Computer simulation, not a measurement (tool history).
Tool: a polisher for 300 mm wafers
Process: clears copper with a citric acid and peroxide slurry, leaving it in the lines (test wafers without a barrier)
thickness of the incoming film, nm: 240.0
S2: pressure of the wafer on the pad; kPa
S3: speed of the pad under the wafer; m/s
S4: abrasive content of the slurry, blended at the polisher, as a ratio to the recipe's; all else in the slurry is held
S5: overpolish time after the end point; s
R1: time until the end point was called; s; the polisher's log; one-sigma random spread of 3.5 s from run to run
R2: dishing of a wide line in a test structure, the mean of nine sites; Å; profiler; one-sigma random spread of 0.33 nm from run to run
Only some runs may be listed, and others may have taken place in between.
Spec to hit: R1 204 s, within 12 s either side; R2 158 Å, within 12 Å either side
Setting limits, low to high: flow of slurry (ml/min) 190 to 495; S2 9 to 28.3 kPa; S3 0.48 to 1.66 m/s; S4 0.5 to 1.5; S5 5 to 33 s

Run 1, hour 0: flow of slurry (ml/min) 320, S2 18.6 kPa, S3 1.06 m/s, S4 1, S5 17 s. Result: R1 133.75 s, R2 197.56 Å.
Run 2, hour 7.2: flow of slurry (ml/min) 320, S2 16.5 kPa, S3 1.04 m/s, S4 1, S5 18 s. Result: R1 146.05 s, R2 191.65 Å.
Run 3, hour 12.6: flow of slurry (ml/min) 320, S2 16.5 kPa, S3 1.04 m/s, S4 1, S5 24 s. Result: R1 149.99 s, R2 232.24 Å.
Run 4, hour 14.7: flow of slurry (ml/min) 320, S2 16.5 kPa, S3 1.04 m/s, S4 1, S5 30 s. Result: R1 153.63 s, R2 284.44 Å.
Run 5, hour 21.3: flow of slurry (ml/min) 320, S2 14.5 kPa, S3 1.02 m/s, S4 1, S5 27 s. Result: R1 172.8 s, R2 228.79 Å.
Run 6, hour 25.7: flow of slurry (ml/min) 320, S2 14.5 kPa, S3 0.78 m/s, S4 1, S5 27 s. Result: R1 219.75 s, R2 191.25 Å.
Run 7, hour 33.4: flow of slurry (ml/min) 320, S2 14.5 kPa, S3 0.78 m/s, S4 1, S5 25 s. Result: R1 211.54 s, R2 187.9 Å.
Run 8, hour 38.7: flow of slurry (ml/min) 320, S2 14.5 kPa, S3 0.78 m/s, S4 1, S5 19 s. Result: R1 221.01 s, R2 148.19 Å.

Which single option among these 5 for the next run brings every result within its allowed miss of target? Just one does.
Run A, hour 44: flow of slurry (ml/min) 320, S2 15.9 kPa, S3 0.74 m/s, S4 1, S5 25 s. Result: R1 ?, R2 ?.
Run B, hour 44: flow of slurry (ml/min) 320, S2 15.2 kPa, S3 0.7 m/s, S4 0.95, S5 17 s. Result: R1 ?, R2 ?.
Run C, hour 44: flow of slurry (ml/min) 250, S2 15.2 kPa, S3 0.88 m/s, S4 0.85, S5 20 s. Result: R1 ?, R2 ?.
Run D, hour 44: flow of slurry (ml/min) 280, S2 12.4 kPa, S3 0.78 m/s, S4 1.05, S5 19 s. Result: R1 ?, R2 ?.
Run E, hour 44: flow of slurry (ml/min) 320, S2 14.5 kPa, S3 0.66 m/s, S4 1.05, S5 19 s. Result: R1 ?, R2 ?.

move      R1      R2
   A  204.87  185.95
   B  226.14  123.78
   C  199.36   158.2
   D  248.35  125.35
   E  240.99     129
A: gets the furthest-off result to its target, but another result is out of tolerance
B: misses by more than the last run did
C: hits every target within its allowed miss
D: misses by more than the last run did
E: misses by more than the last run did
Answer: C

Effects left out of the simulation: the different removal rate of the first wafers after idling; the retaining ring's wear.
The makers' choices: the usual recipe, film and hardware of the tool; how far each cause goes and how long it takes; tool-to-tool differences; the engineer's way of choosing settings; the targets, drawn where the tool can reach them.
